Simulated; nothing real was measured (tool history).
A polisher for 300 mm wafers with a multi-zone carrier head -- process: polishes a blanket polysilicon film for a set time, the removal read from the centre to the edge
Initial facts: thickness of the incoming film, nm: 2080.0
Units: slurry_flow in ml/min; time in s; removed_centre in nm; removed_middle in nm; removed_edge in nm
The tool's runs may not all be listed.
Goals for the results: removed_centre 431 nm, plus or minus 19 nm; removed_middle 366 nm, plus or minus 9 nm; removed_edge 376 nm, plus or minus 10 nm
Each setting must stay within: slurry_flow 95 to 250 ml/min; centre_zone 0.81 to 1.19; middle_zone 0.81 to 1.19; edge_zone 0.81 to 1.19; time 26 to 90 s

{"run": 1, "hour": 0.0, "slurry_flow": 160, "centre_zone": 1, "middle_zone": 1, "edge_zone": 1, "time": 58, "removed_centre": 481.85, "removed_middle": 470.86, "removed_edge": 484.76}
{"run": 2, "hour": 4.4, "slurry_flow": 160, "centre_zone": 0.94, "middle_zone": 1, "edge_zone": 1, "time": 58, "removed_centre": 466.66, "removed_middle": 465.56, "removed_edge": 490.43}
{"run": 3, "hour": 8.8, "slurry_flow": 155, "centre_zone": 0.96, "middle_zone": 0.99, "edge_zone": 0.98, "time": 57, "removed_centre": 463.67, "removed_middle": 447.35, "removed_edge": 474.05}
{"run": 4, "hour": 15.3, "slurry_flow": 150, "centre_zone": 0.97, "middle_zone": 0.99, "edge_zone": 0.96, "time": 56, "removed_centre": 463.09, "removed_middle": 439.38, "removed_edge": 457.17}
{"run": 5, "hour": 22.6, "slurry_flow": 145, "centre_zone": 0.97, "middle_zone": 0.99, "edge_zone": 0.95, "time": 55, "removed_centre": 451.93, "removed_middle": 437.46, "removed_edge": 447.39}
{"run": 6, "hour": 26.8, "slurry_flow": 170, "centre_zone": 0.97, "middle_zone": 0.99, "edge_zone": 0.95, "time": 55, "removed_centre": 453.09, "removed_middle": 442.63, "removed_edge": 448.9}
{"run": 7, "hour": 33.1, "slurry_flow": 170, "centre_zone": 0.98, "middle_zone": 0.98, "edge_zone": 0.94, "time": 54, "removed_centre": 453.7, "removed_middle": 427.51, "removed_edge": 442.62}
{"run": 8, "hour": 41.0, "slurry_flow": 165, "centre_zone": 0.98, "middle_zone": 0.97, "edge_zone": 0.92, "time": 53, "removed_centre": 432.39, "removed_middle": 415, "removed_edge": 429}
{"run": 9, "hour": 46.9, "slurry_flow": 160, "centre_zone": 1, "middle_zone": 0.96, "edge_zone": 0.91, "time": 53, "removed_centre": 451.73, "removed_middle": 409.2, "removed_edge": 426.63}
{"run": 10, "hour": 54.0, "slurry_flow": 160, "centre_zone": 1, "middle_zone": 0.96, "edge_zone": 0.9, "time": 53, "removed_centre": 450.16, "removed_middle": 410.83, "removed_edge": 423.56}
{"run": 11, "hour": 58.2, "slurry_flow": 160, "centre_zone": 1, "middle_zone": 0.96, "edge_zone": 0.89, "time": 53, "removed_centre": 437.65, "removed_middle": 413.16, "removed_edge": 426.69}

4 next moves are on the table. One of them brings every result within its allowed miss. Which?
{"run": "A", "hour": 62.4, "slurry_flow": 180, "centre_zone": 1.16, "middle_zone": 0.97, "edge_zone": 0.92, "time": 46, "removed_centre": "?", "removed_middle": "?", "removed_edge": "?"}
{"run": "B", "hour": 62.4, "slurry_flow": 195, "centre_zone": 1.17, "middle_zone": 1.19, "edge_zone": 0.84, "time": 47, "removed_centre": "?", "removed_middle": "?", "removed_edge": "?"}
{"run": "C", "hour": 62.4, "slurry_flow": 155, "centre_zone": 0.91, "middle_zone": 0.9, "edge_zone": 0.83, "time": 61, "removed_centre": "?", "removed_middle": "?", "removed_edge": "?"}
{"run": "D", "hour": 62.4, "slurry_flow": 205, "centre_zone": 0.88, "middle_zone": 0.9, "edge_zone": 0.83, "time": 52, "removed_centre": "?", "removed_middle": "?", "removed_edge": "?"}

move=A removed_centre=417.99 removed_middle=365.98 removed_edge=378.99
move=B removed_centre=434.5 removed_middle=449.32 removed_edge=372.96
move=C removed_centre=468.69 removed_middle=448.24 removed_edge=473.97
move=D removed_centre=406.47 removed_middle=394.79 removed_edge=413.75
A: all results in spec
B: misses by more than the last run did
C: misses by more than the last run did
D: nearer the targets than the last run, but a result is still out of spec
A is the move that brings every result within its allowed miss.
